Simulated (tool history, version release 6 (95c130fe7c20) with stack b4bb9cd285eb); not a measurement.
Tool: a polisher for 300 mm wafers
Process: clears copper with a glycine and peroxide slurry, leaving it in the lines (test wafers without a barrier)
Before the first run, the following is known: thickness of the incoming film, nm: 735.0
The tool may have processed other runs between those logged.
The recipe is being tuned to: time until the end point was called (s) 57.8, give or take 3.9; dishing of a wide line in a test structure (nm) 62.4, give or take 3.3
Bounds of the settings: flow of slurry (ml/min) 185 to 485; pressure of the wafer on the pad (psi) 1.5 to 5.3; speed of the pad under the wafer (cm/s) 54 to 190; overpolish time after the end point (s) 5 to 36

| run | day | flow of slurry (ml/min) | pressure of the wafer on the pad (psi) | speed of the pad under the wafer (cm/s) | overpolish time after the end point (s) | time until the end point was called (s) | dishing of a wide line in a test structure (nm) |
|---|---|---|---|---|---|---|---|
| 1 | 0 | 310 | 3.4 | 122 | 18 | 74.137 | 74.332 |
| 2 | 0.154 | 310 | 3 | 122 | 18 | 82.342 | 72.562 |
| 3 | 0.425 | 310 | 3 | 108 | 18 | 94.745 | 66.564 |
| 4 | 0.604 | 310 | 3 | 90 | 18 | 104.58 | 61.965 |
| 5 | 0.838 | 310 | 3.3 | 90 | 17 | 95.648 | 61.92 |
| 6 | 1.167 | 310 | 3.6 | 90 | 16 | 93.292 | 62.304 |
| 7 | 1.454 | 315 | 4.6 | 124 | 7 | 58.019 | 49.058 |
| 8 | 1.6 | 315 | 4.6 | 124 | 8 | 55.995 | 54.142 |

Consider the 4 candidate settings below. Which is the only one whose results all fall within their allowed miss of target?
| A | 1.746 | 355 | 4.5 | 142 | 9 | ? | ? |
| B | 1.746 | 310 | 4.6 | 122 | 10 | ? | ? |
| C | 1.746 | 315 | 4.8 | 132 | 9 | ? | ? |
| D | 1.746 | 305 | 4.5 | 126 | 8 | ? | ? |

| move | time until the end point was called (s) | dishing of a wide line in a test structure (nm) |
|---|---|---|
| A | 50.574 | 65.368 |
| B | 57.013 | 65.101 |
| C | 51.2 | 65.166 |
| D | 56.642 | 56.314 |
A: brings the result that was furthest off to its target, and leaves another outside
B: all results land within tolerance of their targets
C: brings the result that was furthest off to its target, and leaves another outside
D: nearer than the last run, and not there yet
So the answer is move B, the one that meets all the targets.
